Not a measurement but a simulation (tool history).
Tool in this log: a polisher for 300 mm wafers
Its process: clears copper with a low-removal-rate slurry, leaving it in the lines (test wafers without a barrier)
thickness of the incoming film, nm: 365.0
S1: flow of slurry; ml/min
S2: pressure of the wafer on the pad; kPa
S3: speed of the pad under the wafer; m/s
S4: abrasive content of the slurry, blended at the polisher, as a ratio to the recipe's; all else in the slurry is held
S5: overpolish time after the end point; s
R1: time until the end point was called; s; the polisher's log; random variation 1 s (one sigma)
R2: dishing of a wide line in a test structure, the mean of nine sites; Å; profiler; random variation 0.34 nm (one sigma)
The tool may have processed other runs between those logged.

{"run": 1, "day": 0.0, "S1": 220, "S2": 18.6, "S3": 1.06, "S4": 1, "S5": 9, "R1": 111.37, "R2": 213.54}
{"run": 2, "day": 0.038, "S1": 220, "S2": 18.6, "S3": 1.06, "S4": 1, "S5": 11, "R1": 111.84, "R2": 257.16}
{"run": 3, "day": 0.333, "S1": 220, "S2": 18.6, "S3": 1.24, "S4": 1, "S5": 11, "R1": 100.27, "R2": 293.03}
{"run": 4, "day": 0.446, "S1": 220, "S2": 18.6, "S3": 1.24, "S4": 1, "S5": 13, "R1": 96.699, "R2": 341.87}
{"run": 5, "day": 0.583, "S1": 220, "S2": 18.6, "S3": 1.24, "S4": 0.8, "S5": 13, "R1": 102.28, "R2": 320.15}
{"run": 6, "day": 0.779, "S1": 190, "S2": 18.6, "S3": 1.24, "S4": 0.8, "S5": 13, "R1": 102, "R2": 320.76}
{"run": 7, "day": 0.883, "S1": 190, "S2": 20.7, "S3": 1.24, "S4": 0.75, "S5": 11, "R1": 96.473, "R2": 302.08}
{"run": 8, "day": 1.167, "S1": 190, "S2": 22.8, "S3": 1.28, "S4": 0.7, "S5": 9, "R1": 84.648, "R2": 275.08}
{"run": 9, "day": 1.196, "S1": 195, "S2": 23.4, "S3": 1.28, "S4": 0.7, "S5": 9, "R1": 79.829, "R2": 279.74}
{"run": 10, "day": 1.533, "S1": 200, "S2": 23.4, "S3": 1.28, "S4": 0.7, "S5": 9, "R1": 81.602, "R2": 292.49}

Run 11 comes next. What will it give?
{"run": 11, "day": 1.829, "S1": 200, "S2": 24.1, "S3": 1.28, "S4": 0.7, "S5": 8, "R1": "?", "R2": "?"}

R1: 80.562 s
R2: 265.76 Å

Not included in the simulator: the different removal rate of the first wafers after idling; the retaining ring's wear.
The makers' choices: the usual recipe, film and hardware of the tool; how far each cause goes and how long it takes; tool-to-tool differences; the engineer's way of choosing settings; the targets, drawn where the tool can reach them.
